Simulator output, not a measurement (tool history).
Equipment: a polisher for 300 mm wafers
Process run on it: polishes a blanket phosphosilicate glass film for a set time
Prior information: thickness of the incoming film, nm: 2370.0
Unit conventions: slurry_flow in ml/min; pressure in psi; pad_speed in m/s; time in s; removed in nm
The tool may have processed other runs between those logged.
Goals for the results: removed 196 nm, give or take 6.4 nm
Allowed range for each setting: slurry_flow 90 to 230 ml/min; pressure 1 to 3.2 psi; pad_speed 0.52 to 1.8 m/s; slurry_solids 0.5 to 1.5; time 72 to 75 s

run,day,slurry_flow,pressure,pad_speed,slurry_solids,time,removed
1,0,150,2.1,1.16,1,72,443.54
2,0.354,150,2,1.12,1,72,407.01
3,0.562,150,2,0.98,1,72,374.58
4,0.838,150,2,0.98,0.9,72,354.06
5,1.192,150,2,0.98,0.9,75,370.19
6,1.442,150,1.9,0.96,0.9,75,342.19
7,1.517,150,1.8,0.96,0.9,75,324.68
# day 1.812: head pressure recalibrated
8,1.812,150,1.7,0.96,0.9,75,286.69
9,2.017,150,1.6,0.96,0.9,75,265.04
10,2.108,140,1.4,0.96,0.9,75,228.78
11,2.179,130,1.3,0.96,0.9,75,212.95

Consider the 5 candidate settings below. Which is the only one whose results all fall within their allowed miss of target?
A,2.25,100,1.5,0.92,0.85,72,?
B,2.25,90,1.5,0.78,1,72,?
C,2.25,115,1.4,0.98,0.9,75,?
D,2.25,100,1.7,0.8,0.95,75,?
E,2.25,105,1.5,0.9,1.1,75,?

move,removed
A,209.25
B,193.92
C,226.29
D,232.85
E,242.34
A: better than the last run, though not everything is in spec
B: hits every target within its allowed miss
C: the biggest miss grows against the last run
D: the biggest miss grows against the last run
E: the biggest miss grows against the last run
Answer: B

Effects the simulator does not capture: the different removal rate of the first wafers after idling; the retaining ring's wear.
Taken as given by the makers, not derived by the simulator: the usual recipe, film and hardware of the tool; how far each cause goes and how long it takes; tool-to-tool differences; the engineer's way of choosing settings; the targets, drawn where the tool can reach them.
